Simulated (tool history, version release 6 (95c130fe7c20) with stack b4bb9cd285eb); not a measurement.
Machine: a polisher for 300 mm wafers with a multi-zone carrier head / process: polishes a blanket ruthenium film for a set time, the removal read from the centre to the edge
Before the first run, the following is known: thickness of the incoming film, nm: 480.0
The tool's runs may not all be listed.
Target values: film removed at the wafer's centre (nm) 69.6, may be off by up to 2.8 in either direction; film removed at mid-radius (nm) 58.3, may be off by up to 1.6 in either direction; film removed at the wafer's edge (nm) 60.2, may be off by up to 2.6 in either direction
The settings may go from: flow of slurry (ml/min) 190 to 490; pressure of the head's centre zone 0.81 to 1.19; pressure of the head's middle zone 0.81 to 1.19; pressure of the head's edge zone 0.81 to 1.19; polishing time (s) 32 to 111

run,day,flow of slurry (ml/min),pressure of the head's centre zone,pressure of the head's middle zone,pressure of the head's edge zone,polishing time (s),film removed at the wafer's centre (nm),film removed at mid-radius (nm),film removed at the wafer's edge (nm)
1,0,315,1,1,1,71,98.318,96.305,94.507
2,0.338,315,1,0.92,1,71,95.402,88.345,95.037
3,0.6,315,1.01,0.91,0.98,67,91.645,81.869,89.368
4,0.812,275,1.01,0.91,0.98,67,89.817,82.081,88.725
5,1.058,275,0.95,0.91,0.98,67,86.837,82.668,87.808
6,1.154,275,0.97,0.91,0.96,64,83.891,77.408,84.3
7,1.467,275,0.97,0.91,0.96,64,86.102,79.331,81.497
8,1.538,270,1,0.83,0.86,44,58.352,49.399,54.491
9,1.575,270,1.02,0.85,0.87,44,60.611,50.584,54.82
10,1.758,270,1.03,0.86,0.88,44,58.942,50.842,54.561
11,1.962,270,1.03,0.86,0.88,44,60.57,50.912,55.166
12,2.312,270,1.04,0.88,0.89,44,60.778,51.602,56.25
13,2.583,275,1.06,0.9,0.89,45,61.298,54.856,57.006
14,2.888,285,1.08,0.9,0.89,46,64.216,55.252,57.901

Pick the move, out of 4, that brings all results within their allowed miss; only one does.
A,3.192,190,1.03,0.92,0.91,53,?,?,?
B,3.192,350,1.19,0.87,0.82,49,?,?,?
C,3.192,190,1.17,0.93,0.9,48,?,?,?
D,3.192,245,1.08,0.88,1.02,50,?,?,?

move,film removed at the wafer's centre (nm),film removed at mid-radius (nm),film removed at the wafer's edge (nm)
A,68.137,62.833,67.126
B,73.9,58.587,61.804
C,67.306,57.393,60.478
D,68.262,58.589,68.185
A: the worst result of the last run now meets its target, but another is out of spec
B: pushes the last run's worst result past its target
C: all results land within tolerance of their targets
D: the worst result of the last run now meets its target, but another is out of spec
The move that meets every target is C.
